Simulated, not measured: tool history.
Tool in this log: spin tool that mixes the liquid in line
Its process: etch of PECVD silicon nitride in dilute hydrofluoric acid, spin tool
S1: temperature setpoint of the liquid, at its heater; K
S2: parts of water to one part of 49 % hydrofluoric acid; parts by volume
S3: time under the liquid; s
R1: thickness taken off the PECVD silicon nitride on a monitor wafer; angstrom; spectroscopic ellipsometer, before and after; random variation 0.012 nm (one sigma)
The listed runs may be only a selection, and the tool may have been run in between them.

run    day      S1   S2  S3      R1
  1  0.000  296.15  245  50  7.2124
  2  0.204  296.15  290  50  6.1490
  3  0.408  296.15  320  50  5.5729
  4  0.492  298.15  280  50  7.0552
  5  0.846  298.15  280  50  7.1777
  6  0.925  295.65  280  50  6.1550
  7  1.229  297.65  250  50  7.8288

Run 8 is up next; what results do you expect?
  8  1.346  299.15  230  50   ?

R1: 9.3009 angstrom

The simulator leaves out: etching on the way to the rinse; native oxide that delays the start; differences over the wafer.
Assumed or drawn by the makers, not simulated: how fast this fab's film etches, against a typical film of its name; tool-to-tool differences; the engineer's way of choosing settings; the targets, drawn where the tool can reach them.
